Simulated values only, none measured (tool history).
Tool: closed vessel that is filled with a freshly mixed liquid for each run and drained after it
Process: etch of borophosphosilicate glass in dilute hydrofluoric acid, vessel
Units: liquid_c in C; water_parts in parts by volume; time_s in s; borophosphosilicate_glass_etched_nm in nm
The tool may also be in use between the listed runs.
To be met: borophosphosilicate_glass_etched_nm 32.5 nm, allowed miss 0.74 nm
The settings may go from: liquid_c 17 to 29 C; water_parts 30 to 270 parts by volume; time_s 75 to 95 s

run,hour,liquid_c,water_parts,time_s,borophosphosilicate_glass_etched_nm
1,0,21,150,95,17.245
2,2.7,21,150,75,13.562
3,3.5,21,150,75,13.531
4,6.8,18.5,150,75,12.136
5,10.7,22,130,75,16.633
6,18.1,22,130,95,21.072
7,20.3,24,125,95,23.992
8,24,25.5,125,95,25.28
9,27.5,26.5,120,95,27.451
10,32.5,27.5,120,95,28.371

5 next moves are on the table. One of them brings every result within its allowed miss. Which?
A,37.5,27,105,95,?
B,37.5,29,100,90,?
C,37.5,28.5,105,95,?
D,37.5,26.5,100,95,?
E,37.5,27,100,95,?

move,borophosphosilicate_glass_etched_nm
A,32.572
B,35.202
C,34.489
D,33.767
E,34.425
A: meets every target
B: takes the result that was furthest off past its target
C: takes the result that was furthest off past its target
D: takes the result that was furthest off past its target
E: takes the result that was furthest off past its target
Answer: A

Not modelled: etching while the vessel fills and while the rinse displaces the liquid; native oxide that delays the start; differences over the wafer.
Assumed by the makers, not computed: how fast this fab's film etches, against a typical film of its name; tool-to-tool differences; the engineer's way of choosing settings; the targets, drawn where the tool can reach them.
